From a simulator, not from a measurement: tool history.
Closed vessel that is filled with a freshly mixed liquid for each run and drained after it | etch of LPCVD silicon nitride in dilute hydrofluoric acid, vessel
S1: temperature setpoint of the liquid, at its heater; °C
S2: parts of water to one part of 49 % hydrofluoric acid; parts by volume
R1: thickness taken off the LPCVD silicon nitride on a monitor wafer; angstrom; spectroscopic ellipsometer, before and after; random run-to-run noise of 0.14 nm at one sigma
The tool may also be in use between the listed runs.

{"run": 1, "hour": 0.0, "S1": 21, "S2": 40, "time in the liquid (s)": 2740, "R1": 262.42}
{"run": 2, "hour": 4.4, "S1": 21, "S2": 40, "time in the liquid (s)": 2945, "R1": 282.18}
{"run": 3, "hour": 9.8, "S1": 21, "S2": 30, "time in the liquid (s)": 2945, "R1": 369.63}
{"run": 4, "hour": 16.8, "S1": 21, "S2": 30, "time in the liquid (s)": 2740, "R1": 342.26}
{"run": 5, "hour": 19.0, "S1": 21, "S2": 30, "time in the liquid (s)": 2945, "R1": 372.58}
{"run": 6, "hour": 22.6, "S1": 20.5, "S2": 30, "time in the liquid (s)": 2945, "R1": 358.28}
{"run": 7, "hour": 24.3, "S1": 20, "S2": 30, "time in the liquid (s)": 2945, "R1": 350}

Expected results for the next run?
{"run": 8, "hour": 32.4, "S1": 20, "S2": 30, "time in the liquid (s)": 2945, "R1": "?"}

{"run 8": {"R1": 348.01}}

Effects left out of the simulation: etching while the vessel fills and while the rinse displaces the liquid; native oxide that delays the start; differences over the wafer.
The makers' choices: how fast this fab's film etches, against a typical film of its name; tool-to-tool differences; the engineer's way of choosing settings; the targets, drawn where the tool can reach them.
